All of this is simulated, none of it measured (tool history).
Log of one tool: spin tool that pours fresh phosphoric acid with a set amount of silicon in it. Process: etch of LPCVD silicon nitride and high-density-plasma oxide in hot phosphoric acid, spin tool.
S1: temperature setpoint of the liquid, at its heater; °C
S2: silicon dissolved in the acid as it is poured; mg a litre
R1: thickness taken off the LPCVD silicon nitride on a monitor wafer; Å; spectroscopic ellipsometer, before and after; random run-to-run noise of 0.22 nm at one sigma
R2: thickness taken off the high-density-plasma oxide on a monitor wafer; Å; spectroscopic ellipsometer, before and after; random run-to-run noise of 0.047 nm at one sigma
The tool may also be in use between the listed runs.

{"run": 1, "hour": 0.0, "S1": 163, "S2": 9.5, "time under the liquid (s)": 180, "R1": 154.74, "R2": 9.8225}
{"run": 2, "hour": 1.7, "S1": 164, "S2": 9.5, "time under the liquid (s)": 180, "R1": 162.57, "R2": 11.11}
{"run": 3, "hour": 3.5, "S1": 164.5, "S2": 11.5, "time under the liquid (s)": 195, "R1": 178.07, "R2": 11.583}
{"run": 4, "hour": 4.6, "S1": 166, "S2": 11.5, "time under the liquid (s)": 195, "R1": 186.23, "R2": 12.361}
{"run": 5, "hour": 6.0, "S1": 166, "S2": 6, "time under the liquid (s)": 195, "R1": 186.07, "R2": 14.255}
{"run": 6, "hour": 10.0, "S1": 164, "S2": 6, "time under the liquid (s)": 195, "R1": 175.89, "R2": 12.444}

What will run 7 give?
{"run": 7, "hour": 13.4, "S1": 164, "S2": 6, "time under the liquid (s)": 195, "R1": "?", "R2": "?"}

Run 7 came out at R1 174.05 Å, R2 12.48 Å.

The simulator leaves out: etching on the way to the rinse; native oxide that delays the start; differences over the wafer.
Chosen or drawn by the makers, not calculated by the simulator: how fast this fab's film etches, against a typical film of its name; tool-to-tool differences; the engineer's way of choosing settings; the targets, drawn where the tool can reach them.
